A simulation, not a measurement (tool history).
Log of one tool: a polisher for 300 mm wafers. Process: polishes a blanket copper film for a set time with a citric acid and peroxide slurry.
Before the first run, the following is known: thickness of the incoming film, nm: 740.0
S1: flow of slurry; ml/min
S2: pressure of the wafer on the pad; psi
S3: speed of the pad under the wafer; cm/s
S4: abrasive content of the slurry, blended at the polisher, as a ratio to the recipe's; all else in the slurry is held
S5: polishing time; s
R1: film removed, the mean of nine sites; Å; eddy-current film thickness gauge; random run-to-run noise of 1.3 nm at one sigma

run  hour   S1   S2   S3   S4  S5      R1
  1     0  265    2  126    1  85  1409.6
  2   5.1  265    2  144    1  85  1572.2
  3    14  265  1.8  142    1  85  1397.6
  4  21.8  265  1.8  142  0.9  85  1401.1
  5  23.9  265  2.1  142  0.9  85  1634.3
  6  28.9  265  1.9  140  0.9  85  1434.8
  7    30  265  1.7  140  0.9  85  1326.3
  8  37.6  265  1.1  134  0.9  85  822.24
  9  39.1  265  1.2  134  0.9  85  909.03

Estimate the outcome of run 10 from the log above:
 10  44.6  265  1.2  134  0.9  85   ?

Run 10 measured R1 897.12 Å.
